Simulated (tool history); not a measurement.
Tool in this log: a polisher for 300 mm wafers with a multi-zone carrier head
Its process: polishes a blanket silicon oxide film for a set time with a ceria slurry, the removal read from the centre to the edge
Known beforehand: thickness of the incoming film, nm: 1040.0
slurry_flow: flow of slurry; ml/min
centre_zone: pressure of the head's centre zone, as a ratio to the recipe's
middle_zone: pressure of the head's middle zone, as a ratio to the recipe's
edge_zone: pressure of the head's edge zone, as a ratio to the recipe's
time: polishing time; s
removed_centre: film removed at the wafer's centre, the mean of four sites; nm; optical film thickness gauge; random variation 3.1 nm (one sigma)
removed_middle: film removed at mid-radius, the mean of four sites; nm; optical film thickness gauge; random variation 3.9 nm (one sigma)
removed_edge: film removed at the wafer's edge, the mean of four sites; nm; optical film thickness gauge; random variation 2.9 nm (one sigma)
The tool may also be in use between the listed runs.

run    day  slurry_flow  centre_zone  middle_zone  edge_zone  time  removed_centre  removed_middle  removed_edge
  1      0          180            1            1          1    67          372.74          363.97        363.75
  2  0.092          180            1         1.05          1    67          374.08          382.26        361.99
  3  0.412          140            1         1.05          1    67           356.7          362.68           359
  4  0.754          140            1         1.05       0.92    67          367.25          377.75        340.62
  5  1.054          140         0.98         1.02       0.92    65          349.23          364.57        333.32
  6  1.342          185         0.98         1.02       0.92    65          356.26          357.87        338.11
  7  1.588          185         0.97            1       0.91    63          345.89          346.16           336
  8  1.908          185         0.97         0.99        0.9    61          335.74          327.72        312.84
  9  2.271          185         0.96         0.98        0.9    60          323.81          328.21        311.09
 10  2.579          185         0.95         0.96        0.9    59          312.23          318.63        307.08
 11  2.917          185         0.95         0.94        0.9    59          312.78          307.91        305.11
 12  3.108          180         0.95         0.93        0.9    59          314.14          304.64        306.56
 13  3.254          180         0.94         0.93        0.9    59          309.33          305.12        308.73
 14  3.562          180         0.94         0.93       0.89    59          309.78          311.24        310.07
 15  3.846          180         0.94         0.93       0.89    59          305.73          313.84        303.89
 16  3.942          180         0.94         0.92       0.89    59          305.82          311.01        304.92
 17  4.125          180         0.94         0.92       0.89    59          310.42          307.96        308.14

Predict the results of run 18:
 18  4.417          180         0.94         0.91       0.89    59               ?               ?             ?

{"run 18": {"removed_centre": 312.53, "removed_middle": 301.55, "removed_edge": 301.51}}

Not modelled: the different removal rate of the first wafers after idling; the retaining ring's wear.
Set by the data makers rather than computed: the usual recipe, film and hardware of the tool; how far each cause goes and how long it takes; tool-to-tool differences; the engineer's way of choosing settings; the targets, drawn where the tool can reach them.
